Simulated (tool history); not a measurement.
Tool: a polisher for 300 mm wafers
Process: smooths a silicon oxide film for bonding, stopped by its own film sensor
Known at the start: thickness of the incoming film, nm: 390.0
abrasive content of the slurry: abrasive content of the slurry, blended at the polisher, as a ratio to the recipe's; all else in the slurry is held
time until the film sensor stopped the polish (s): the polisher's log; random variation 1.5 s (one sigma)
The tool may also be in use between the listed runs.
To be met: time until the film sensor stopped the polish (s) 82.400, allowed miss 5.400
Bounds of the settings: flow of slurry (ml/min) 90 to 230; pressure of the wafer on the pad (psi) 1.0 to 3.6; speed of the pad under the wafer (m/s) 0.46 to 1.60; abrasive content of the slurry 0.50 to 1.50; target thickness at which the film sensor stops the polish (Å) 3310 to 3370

run,hour,flow of slurry (ml/min),pressure of the wafer on the pad (psi),speed of the pad under the wafer (m/s),abrasive content of the slurry,target thickness at which the film sensor stops the polish (Å),time until the film sensor stopped the polish (s)
1,0.0,150,2.3,1.02,1.00,3310,59.012
2,2.0,150,2.1,1.00,1.00,3310,62.005
3,3.3,150,2.1,1.00,1.15,3310,60.267
4,5.5,150,1.9,0.98,1.15,3310,66.819
5,7.1,150,1.9,0.98,1.25,3310,63.928
6,15.8,160,1.9,0.98,1.25,3310,63.267
7,17.9,160,1.7,0.96,1.25,3310,72.174
8,22.7,160,1.7,0.96,1.25,3310,69.461
9,28.8,160,1.6,0.94,1.25,3310,74.496

4 next moves are on the table. One of them brings every result within its allowed miss. Which?
A,34.9,195,1.3,1.16,1.20,3310,?
B,34.9,170,1.6,1.02,1.25,3310,?
C,34.9,160,1.9,0.76,1.25,3370,?
D,34.9,190,1.9,0.70,0.95,3360,?

move,time until the film sensor stopped the polish (s)
A,70.210
B,67.511
C,68.101
D,79.359
A: further off than the last run
B: further off than the last run
C: further off than the last run
D: meets every target
The right move is D.
